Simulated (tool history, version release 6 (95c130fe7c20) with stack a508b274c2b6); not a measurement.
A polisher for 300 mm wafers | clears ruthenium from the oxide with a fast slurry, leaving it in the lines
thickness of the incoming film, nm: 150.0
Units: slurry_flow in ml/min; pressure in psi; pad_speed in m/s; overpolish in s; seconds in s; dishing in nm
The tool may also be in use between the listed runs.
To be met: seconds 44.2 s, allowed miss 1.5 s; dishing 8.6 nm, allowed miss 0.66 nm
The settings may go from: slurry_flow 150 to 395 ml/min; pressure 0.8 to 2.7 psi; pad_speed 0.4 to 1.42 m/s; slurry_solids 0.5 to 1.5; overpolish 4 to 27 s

| run | hour | slurry_flow | pressure | pad_speed | slurry_solids | overpolish | seconds | dishing |
|---|---|---|---|---|---|---|---|---|
| 1 | 0 | 250 | 1.7 | 0.9 | 1 | 14 | 67.07 | 13.423 |
| 2 | 3.7 | 250 | 1.7 | 0.9 | 1 | 19 | 68.018 | 14.627 |
| 3 | 7.8 | 250 | 1.7 | 1.12 | 1 | 19 | 57.033 | 15.522 |
| 4 | 9 | 250 | 1.7 | 1.12 | 1 | 16 | 56.731 | 15.308 |
| 5 | 11.6 | 275 | 1.8 | 0.98 | 1.1 | 14 | 56.42 | 14.608 |
| 6 | 19.3 | 250 | 2 | 0.94 | 1.05 | 12 | 55.132 | 14.234 |
| 7 | 20.4 | 260 | 2.1 | 0.94 | 1.05 | 11 | 51.158 | 13.237 |
| 8 | 22.5 | 285 | 2.2 | 0.92 | 0.95 | 10 | 51.683 | 13.158 |
| 9 | 27.2 | 305 | 2.3 | 0.92 | 0.9 | 9 | 50.42 | 12.583 |
| 10 | 34.4 | 320 | 2.4 | 0.94 | 0.85 | 8 | 48.955 | 12.013 |
|  | 36.2 | head pressure recalibrated |
| 11 | 36.2 | 335 | 2.5 | 0.96 | 0.8 | 7 | 42.175 | 11.892 |
| 12 | 44.2 | 395 | 2.4 | 0.9 | 0.55 | 4 | 57.025 | 7.3735 |
| 13 | 45.5 | 395 | 2.5 | 0.9 | 0.55 | 4 | 54.587 | 7.4234 |

4 next moves are on the table. One of them brings every result within its allowed miss. Which?
| A | 46.8 | 395 | 2.6 | 0.6 | 0.5 | 7 | ? | ? |
| B | 46.8 | 395 | 2.7 | 0.8 | 0.8 | 4 | ? | ? |
| C | 46.8 | 350 | 2.1 | 0.78 | 0.55 | 4 | ? | ? |
| D | 46.8 | 395 | 2.3 | 0.82 | 0.5 | 4 | ? | ? |

| move | seconds | dishing |
|---|---|---|
| A | 75.222 | 9.2063 |
| B | 44.878 | 8.9441 |
| C | 73.419 | 6.2214 |
| D | 68.354 | 6.5803 |
A: further off than the last run
B: meets every target
C: further off than the last run
D: further off than the last run
Answer: B
